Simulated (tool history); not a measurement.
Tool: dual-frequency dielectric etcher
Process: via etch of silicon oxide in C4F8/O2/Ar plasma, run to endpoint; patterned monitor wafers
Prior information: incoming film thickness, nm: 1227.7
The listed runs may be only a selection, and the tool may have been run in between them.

run 1 hour=0.0 | source_power_(W)=2080 bias_power_(W)=2672 | endpoint_time_(s)=239.66
run 2 hour=2.7 | source_power_(W)=1790 bias_power_(W)=2672 | endpoint_time_(s)=261.91
run 3 hour=9.4 | source_power_(W)=1480 bias_power_(W)=2672 | endpoint_time_(s)=294.65
run 4 hour=18.1 | source_power_(W)=1480 bias_power_(W)=2868 | endpoint_time_(s)=286.76
run 5 hour=21.1 | source_power_(W)=1480 bias_power_(W)=3303 | endpoint_time_(s)=277.90
run 6 hour=26.1 | source_power_(W)=1640 bias_power_(W)=3330 | endpoint_time_(s)=259.67
run 7 hour=32.3 | source_power_(W)=1750 bias_power_(W)=3345 | endpoint_time_(s)=249.01
run 8 hour=33.6 | source_power_(W)=1830 bias_power_(W)=3355 | endpoint_time_(s)=240.93
run 9 hour=40.4 | source_power_(W)=1890 bias_power_(W)=3362 | endpoint_time_(s)=236.76
run 10 hour=47.7 | source_power_(W)=1940 bias_power_(W)=3368 | endpoint_time_(s)=233.88
run 11 hour=54.8 | source_power_(W)=2300 bias_power_(W)=3446 | endpoint_time_(s)=211.39
run 12 hour=60.0 | source_power_(W)=2270 bias_power_(W)=3441 | endpoint_time_(s)=212.26
run 13 hour=66.3 | source_power_(W)=2250 bias_power_(W)=3437 | endpoint_time_(s)=213.48
run 14 hour=69.4 | source_power_(W)=2230 bias_power_(W)=3434 | endpoint_time_(s)=215.06

For run 15, what comes out?
run 15 hour=71.7 | source_power_(W)=2230 bias_power_(W)=3434 | endpoint_time_(s)=?

endpoint time (s): 214.38

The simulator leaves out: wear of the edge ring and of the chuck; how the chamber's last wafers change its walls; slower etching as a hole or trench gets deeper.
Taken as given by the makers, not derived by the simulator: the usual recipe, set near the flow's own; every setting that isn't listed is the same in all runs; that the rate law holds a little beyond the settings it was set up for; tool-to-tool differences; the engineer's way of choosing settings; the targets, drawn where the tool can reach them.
